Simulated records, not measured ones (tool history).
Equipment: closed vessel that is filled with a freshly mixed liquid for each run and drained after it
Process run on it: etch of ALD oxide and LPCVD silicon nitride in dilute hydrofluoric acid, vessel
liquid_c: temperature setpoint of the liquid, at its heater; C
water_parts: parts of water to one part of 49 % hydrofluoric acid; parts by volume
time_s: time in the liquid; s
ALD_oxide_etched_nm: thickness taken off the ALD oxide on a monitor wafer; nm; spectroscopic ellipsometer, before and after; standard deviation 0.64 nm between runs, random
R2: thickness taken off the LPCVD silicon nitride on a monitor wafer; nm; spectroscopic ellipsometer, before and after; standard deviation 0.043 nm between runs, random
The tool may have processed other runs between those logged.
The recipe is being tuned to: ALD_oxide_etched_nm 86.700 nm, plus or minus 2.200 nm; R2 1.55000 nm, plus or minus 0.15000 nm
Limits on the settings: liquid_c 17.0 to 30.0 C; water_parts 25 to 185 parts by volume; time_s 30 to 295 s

{"run": 1, "hour": 0.0, "liquid_c": 22.0, "water_parts": 105, "time_s": 150, "ALD_oxide_etched_nm": 34.335, "R2": 0.7421}
{"run": 2, "hour": 3.8, "liquid_c": 22.0, "water_parts": 95, "time_s": 150, "ALD_oxide_etched_nm": 37.783, "R2": 0.84366}
{"run": 3, "hour": 10.6, "liquid_c": 21.5, "water_parts": 85, "time_s": 155, "ALD_oxide_etched_nm": 44.017, "R2": 0.88038}
{"run": 4, "hour": 15.2, "liquid_c": 18.0, "water_parts": 85, "time_s": 155, "ALD_oxide_etched_nm": 37.271, "R2": 0.72142}
{"run": 5, "hour": 22.2, "liquid_c": 19.0, "water_parts": 80, "time_s": 155, "ALD_oxide_etched_nm": 41.58, "R2": 0.82716}
{"run": 6, "hour": 27.5, "liquid_c": 19.5, "water_parts": 75, "time_s": 155, "ALD_oxide_etched_nm": 45.31, "R2": 0.88654}
{"run": 7, "hour": 36.3, "liquid_c": 20.0, "water_parts": 70, "time_s": 155, "ALD_oxide_etched_nm": 49.85, "R2": 0.97767}
{"run": 8, "hour": 40.6, "liquid_c": 24.0, "water_parts": 30, "time_s": 145, "ALD_oxide_etched_nm": 136.25, "R2": 2.6384}
{"run": 9, "hour": 43.3, "liquid_c": 23.5, "water_parts": 30, "time_s": 145, "ALD_oxide_etched_nm": 133.72, "R2": 2.7422}
{"hour": 48.9, "done": "thermometer replaced"}
{"run": 10, "hour": 48.9, "liquid_c": 23.5, "water_parts": 30, "time_s": 145, "ALD_oxide_etched_nm": 140.9, "R2": 2.9473}
{"run": 11, "hour": 55.5, "liquid_c": 23.5, "water_parts": 30, "time_s": 145, "ALD_oxide_etched_nm": 141.46, "R2": 2.9094}
{"run": 12, "hour": 59.1, "liquid_c": 22.5, "water_parts": 30, "time_s": 145, "ALD_oxide_etched_nm": 135.12, "R2": 2.7908}
{"run": 13, "hour": 63.1, "liquid_c": 18.5, "water_parts": 50, "time_s": 140, "ALD_oxide_etched_nm": 64.407, "R2": 1.2142}
{"run": 14, "hour": 67.5, "liquid_c": 19.0, "water_parts": 50, "time_s": 140, "ALD_oxide_etched_nm": 65.507, "R2": 1.2876}
{"run": 15, "hour": 71.4, "liquid_c": 20.0, "water_parts": 45, "time_s": 145, "ALD_oxide_etched_nm": 79.646, "R2": 1.5468}
{"run": 16, "hour": 78.1, "liquid_c": 20.0, "water_parts": 45, "time_s": 145, "ALD_oxide_etched_nm": 79.986, "R2": 1.5237}
{"run": 17, "hour": 82.9, "liquid_c": 20.0, "water_parts": 40, "time_s": 145, "ALD_oxide_etched_nm": 90.421, "R2": 1.7558}

Of the 5 settings listed for the next run, only one would bring every result within its allowed miss of target. Which one?
{"run": "A", "hour": 87.7, "liquid_c": 17.0, "water_parts": 40, "time_s": 160, "ALD_oxide_etched_nm": "?", "R2": "?"}
{"run": "B", "hour": 87.7, "liquid_c": 27.0, "water_parts": 55, "time_s": 140, "ALD_oxide_etched_nm": "?", "R2": "?"}
{"run": "C", "hour": 87.7, "liquid_c": 19.5, "water_parts": 30, "time_s": 100, "ALD_oxide_etched_nm": "?", "R2": "?"}
{"run": "D", "hour": 87.7, "liquid_c": 17.0, "water_parts": 25, "time_s": 105, "ALD_oxide_etched_nm": "?", "R2": "?"}
{"run": "E", "hour": 87.7, "liquid_c": 20.5, "water_parts": 40, "time_s": 125, "ALD_oxide_etched_nm": "?", "R2": "?"}

move=A ALD_oxide_etched_nm=87.351 R2=1.65080
move=B ALD_oxide_etched_nm=82.917 R2=2.10180
move=C ALD_oxide_etched_nm=82.099 R2=1.62530
move=D ALD_oxide_etched_nm=93.262 R2=1.70140
move=E ALD_oxide_etched_nm=79.380 R2=1.65020
A: all results land within tolerance of their targets
B: pushes the last run's worst result past its target
C: pushes the last run's worst result past its target
D: its largest miss is bigger than the last run's
E: pushes the last run's worst result past its target
A is the move that brings every result within its allowed miss.

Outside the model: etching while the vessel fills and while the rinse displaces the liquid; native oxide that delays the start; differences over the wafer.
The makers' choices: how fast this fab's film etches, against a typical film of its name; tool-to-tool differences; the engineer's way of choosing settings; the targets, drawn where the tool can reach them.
